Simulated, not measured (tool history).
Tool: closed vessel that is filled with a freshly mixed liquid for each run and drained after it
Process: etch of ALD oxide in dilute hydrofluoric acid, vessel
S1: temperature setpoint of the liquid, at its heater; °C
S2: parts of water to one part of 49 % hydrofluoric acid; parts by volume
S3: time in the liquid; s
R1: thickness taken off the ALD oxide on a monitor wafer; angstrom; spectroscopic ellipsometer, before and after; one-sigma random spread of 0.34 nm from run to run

{"run": 1, "hour": 0.0, "S1": 24, "S2": 140, "S3": 775, "R1": 712.84}
{"run": 2, "hour": 1.4, "S1": 24, "S2": 160, "S3": 775, "R1": 610.43}
{"run": 3, "hour": 8.2, "S1": 24, "S2": 160, "S3": 825, "R1": 659.42}
{"run": 4, "hour": 10.5, "S1": 26, "S2": 160, "S3": 825, "R1": 698.6}
{"run": 5, "hour": 13.0, "S1": 25, "S2": 165, "S3": 825, "R1": 646.1}
{"run": 6, "hour": 15.8, "S1": 25, "S2": 165, "S3": 775, "R1": 610.18}

Run 7 has not been measured yet. What should we expect?
{"run": 7, "hour": 19.7, "S1": 24, "S2": 165, "S3": 775, "R1": "?"}

Run 7 came out at R1 585.4 angstrom.
